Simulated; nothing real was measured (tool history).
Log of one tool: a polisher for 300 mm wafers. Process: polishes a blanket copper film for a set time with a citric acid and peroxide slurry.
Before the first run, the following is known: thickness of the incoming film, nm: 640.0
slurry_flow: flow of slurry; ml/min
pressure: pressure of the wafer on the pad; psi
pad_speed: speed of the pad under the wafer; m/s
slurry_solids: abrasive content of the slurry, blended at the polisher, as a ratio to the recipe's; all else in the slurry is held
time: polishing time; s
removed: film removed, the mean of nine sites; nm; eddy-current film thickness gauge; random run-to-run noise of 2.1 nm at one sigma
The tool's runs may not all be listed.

run  hour  slurry_flow  pressure  pad_speed  slurry_solids  time  removed
  1     0          275       4.2       1.22              1    73   277.09
  2   8.7          275       4.2        1.5              1    73    332.6
  3  12.2          275       4.2        1.5            0.8    73   319.68
  4  15.5          275       3.9        1.5            0.8    73   303.35
  5  19.9          275       3.3        1.5            0.8    73   257.76
  6  22.8          275       3.9        1.5            0.8    73   299.25
  7  23.7          275       3.6        1.5            0.8    73   279.56
  8  29.9          275       3.4        1.5            0.8    73   265.78
  9  37.4          275       3.2        1.5            0.8    73   251.29
 10  38.7          275       3.1        1.5            0.8    73      245
 11  40.6          275         3        1.5            0.8    73    231.1
 12  42.2          275       2.9        1.5            0.8    73   230.82

Estimate the outcome of run 13 from the log above:
 13  45.4          275       2.8        1.5            0.8    73        ?

{"run 13": {"removed": 219.81}}

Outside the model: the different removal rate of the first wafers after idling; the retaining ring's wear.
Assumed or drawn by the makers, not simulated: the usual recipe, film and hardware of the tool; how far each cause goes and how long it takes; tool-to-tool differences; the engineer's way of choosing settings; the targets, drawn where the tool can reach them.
